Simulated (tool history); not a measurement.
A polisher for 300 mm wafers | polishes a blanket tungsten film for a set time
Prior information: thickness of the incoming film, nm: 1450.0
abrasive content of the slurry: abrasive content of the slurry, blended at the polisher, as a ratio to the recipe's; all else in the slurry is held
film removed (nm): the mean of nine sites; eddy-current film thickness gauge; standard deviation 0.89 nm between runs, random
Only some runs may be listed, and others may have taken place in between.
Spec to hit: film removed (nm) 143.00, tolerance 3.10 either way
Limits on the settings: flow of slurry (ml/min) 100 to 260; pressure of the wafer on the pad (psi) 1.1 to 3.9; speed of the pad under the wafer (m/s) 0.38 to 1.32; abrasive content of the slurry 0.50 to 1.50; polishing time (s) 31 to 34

run,day,flow of slurry (ml/min),pressure of the wafer on the pad (psi),speed of the pad under the wafer (m/s),abrasive content of the slurry,polishing time (s),film removed (nm)
1,0.000,165,2.5,0.84,1.00,34,106.66
2,0.200,175,2.6,0.84,1.00,34,111.64
3,0.538,175,2.6,0.84,1.15,34,116.18
4,0.883,175,2.9,0.84,1.15,34,129.55
5,1.242,190,2.9,0.84,1.15,34,131.25
6,1.583,195,2.9,0.84,1.15,34,131.00
7,1.738,200,3.0,0.84,1.15,34,137.38
8,1.792,200,3.0,0.84,1.15,34,136.14

Exercise: of the 4 proposed moves below, exactly one satisfies all targets within the stated allowed misses. Which move is it?
A,1.846,195,3.0,0.94,1.00,31,?
B,1.846,195,2.9,0.92,1.25,31,?
C,1.846,235,2.9,0.78,1.25,34,?
D,1.846,240,3.0,0.88,1.10,34,?

move,film removed (nm)
A,129.82
B,130.98
C,128.70
D,142.12
A: its largest miss is bigger than the last run's
B: its largest miss is bigger than the last run's
C: its largest miss is bigger than the last run's
D: every result within its allowed miss
Correct choice: D, which meets every target
